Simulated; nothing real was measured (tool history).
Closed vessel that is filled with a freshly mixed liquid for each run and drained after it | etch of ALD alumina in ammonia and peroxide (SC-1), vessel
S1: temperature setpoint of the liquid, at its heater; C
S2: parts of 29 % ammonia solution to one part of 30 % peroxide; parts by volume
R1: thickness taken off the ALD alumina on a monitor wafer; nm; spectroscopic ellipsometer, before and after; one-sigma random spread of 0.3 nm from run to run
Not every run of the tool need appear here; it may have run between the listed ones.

Run 1, hour 0: S1 60 C, S2 0.55 parts by volume, time in the liquid (s) 265. Result: R1 26.271 nm.
Run 2, hour 3.4: S1 60 C, S2 0.75 parts by volume, time in the liquid (s) 265. Result: R1 27.151 nm.
Run 3, hour 12.2: S1 61 C, S2 0.75 parts by volume, time in the liquid (s) 265. Result: R1 28.301 nm.
Run 4, hour 15.5: S1 62 C, S2 0.75 parts by volume, time in the liquid (s) 265. Result: R1 30.438 nm.
Run 5, hour 20.7: S1 62 C, S2 0.85 parts by volume, time in the liquid (s) 265. Result: R1 29.999 nm.
Run 6, hour 23.7: S1 62.5 C, S2 0.85 parts by volume, time in the liquid (s) 265. Result: R1 31.56 nm.
Run 7, hour 25.4: S1 63 C, S2 0.85 parts by volume, time in the liquid (s) 265. Result: R1 31.923 nm.
Run 8, hour 28.2: S1 63.5 C, S2 0.85 parts by volume, time in the liquid (s) 265. Result: R1 33.322 nm.
Run 9, hour 35.7: S1 64 C, S2 0.85 parts by volume, time in the liquid (s) 265. Result: R1 33.704 nm.

Expected results for the next run?
Run 10, hour 40.5: S1 64.5 C, S2 0.85 parts by volume, time in the liquid (s) 265. Result: R1 ?.

{"run 10": {"R1": 34.451}}
